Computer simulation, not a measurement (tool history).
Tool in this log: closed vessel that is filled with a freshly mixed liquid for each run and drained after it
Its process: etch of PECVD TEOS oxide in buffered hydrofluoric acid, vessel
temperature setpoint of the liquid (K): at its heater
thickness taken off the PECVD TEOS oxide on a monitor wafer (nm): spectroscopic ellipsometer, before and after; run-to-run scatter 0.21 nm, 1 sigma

| run | day | temperature setpoint of the liquid (K) | parts of 40 % ammonium fluoride to one part of 49 % hydrofluoric acid (parts by volume) | time in the liquid (s) | thickness taken off the PECVD TEOS oxide on a monitor wafer (nm) |
|---|---|---|---|---|---|
| 1 | 0.000 | 295.15 | 10.5 | 30 | 70.291 |
| 2 | 0.208 | 295.15 | 10.5 | 30 | 70.562 |
| 3 | 0.442 | 294.15 | 10.5 | 30 | 66.664 |
| 4 | 0.604 | 294.15 | 10.5 | 30 | 66.256 |
| 5 | 0.979 | 294.15 | 10.5 | 30 | 66.304 |
| 6 | 1.142 | 294.15 | 9.0 | 30 | 74.267 |
| 7 | 1.362 | 294.15 | 9.0 | 30 | 74.245 |
| 8 | 1.679 | 293.15 | 9.5 | 30 | 68.412 |
| 9 | 1.988 | 292.65 | 10.0 | 30 | 63.944 |
| 10 | 2.254 | 292.15 | 10.0 | 30 | 62.464 |
| 11 | 2.612 | 291.65 | 10.0 | 30 | 59.978 |

Run 12 comes next. What will it give?
| 12 | 2.800 | 291.15 | 10.0 | 30 | ? |

thickness taken off the PECVD TEOS oxide on a monitor wafer (nm): 58.717

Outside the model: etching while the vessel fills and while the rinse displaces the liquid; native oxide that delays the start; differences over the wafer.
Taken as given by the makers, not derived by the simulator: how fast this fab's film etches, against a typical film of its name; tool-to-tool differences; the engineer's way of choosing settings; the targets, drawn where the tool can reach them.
